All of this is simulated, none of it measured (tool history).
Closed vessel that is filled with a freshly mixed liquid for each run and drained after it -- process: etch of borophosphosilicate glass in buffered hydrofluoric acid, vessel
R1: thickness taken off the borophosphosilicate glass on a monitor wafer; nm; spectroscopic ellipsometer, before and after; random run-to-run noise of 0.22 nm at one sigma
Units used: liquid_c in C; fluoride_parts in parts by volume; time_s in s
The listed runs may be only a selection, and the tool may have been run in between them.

{"run": 1, "hour": 0.0, "liquid_c": 24, "fluoride_parts": 18.5, "time_s": 30, "R1": 39.005}
{"run": 2, "hour": 4.2, "liquid_c": 25.5, "fluoride_parts": 18, "time_s": 30, "R1": 43.432}
{"run": 3, "hour": 12.6, "liquid_c": 27, "fluoride_parts": 17.5, "time_s": 30, "R1": 47.865}
{"run": 4, "hour": 15.0, "liquid_c": 27, "fluoride_parts": 14, "time_s": 30, "R1": 60.198}
{"run": 5, "hour": 20.7, "liquid_c": 27, "fluoride_parts": 9, "time_s": 30, "R1": 89.887}
{"run": 6, "hour": 26.6, "liquid_c": 27, "fluoride_parts": 6.5, "time_s": 30, "R1": 125.06}

Run 7 has not been measured yet. What should we expect?
{"run": 7, "hour": 28.7, "liquid_c": 25, "fluoride_parts": 7, "time_s": 30, "R1": "?"}

R1: 105.31 nm
